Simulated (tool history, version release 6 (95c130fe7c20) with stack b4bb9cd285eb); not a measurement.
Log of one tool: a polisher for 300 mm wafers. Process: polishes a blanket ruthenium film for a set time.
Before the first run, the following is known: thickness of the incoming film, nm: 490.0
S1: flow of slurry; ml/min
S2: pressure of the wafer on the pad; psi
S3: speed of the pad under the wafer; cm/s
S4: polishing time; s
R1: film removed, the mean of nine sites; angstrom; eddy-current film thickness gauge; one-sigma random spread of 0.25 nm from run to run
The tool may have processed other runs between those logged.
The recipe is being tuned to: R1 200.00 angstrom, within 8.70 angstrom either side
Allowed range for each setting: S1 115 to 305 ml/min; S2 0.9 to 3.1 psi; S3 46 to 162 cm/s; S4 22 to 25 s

run  hour   S1   S2   S3  S4      R1
  1   0.0  195  2.0  104  25  292.10
  2   6.4  195  1.8  104  25  270.23
  3  12.4  195  1.6  104  25  254.34
  4  17.6  195  1.3  104  25  214.66
  5  24.8  195  1.0  104  25  179.38
  6  32.9  195  1.4  104  25  221.99
  7  40.2  195  1.3  104  25  216.21
     43.5  -- worn pad replaced by a new one
  8  43.5  195  1.2  104  25  229.96
  9  44.9  190  0.9   94  25  174.84
 10  52.2  190  1.0   94  25  186.97

Next run, 5 choices. One meets every target within its allowed miss, the rest don't. Which?
  A  59.5  165  1.2  100  25   ?
  B  59.5  170  0.9  106  24   ?
  C  59.5  155  1.4   92  25   ?
  D  59.5  220  1.1   74  25   ?
  E  59.5  225  1.1   92  25   ?

move      R1
   A  220.86
   B  181.75
   C  232.08
   D  180.97
   E  206.17
A: carries the result that was furthest off beyond its target, to the other side
B: moves away from the targets compared with the last run
C: carries the result that was furthest off beyond its target, to the other side
D: moves away from the targets compared with the last run
E: hits every target within its allowed miss
Move E is the one to make.
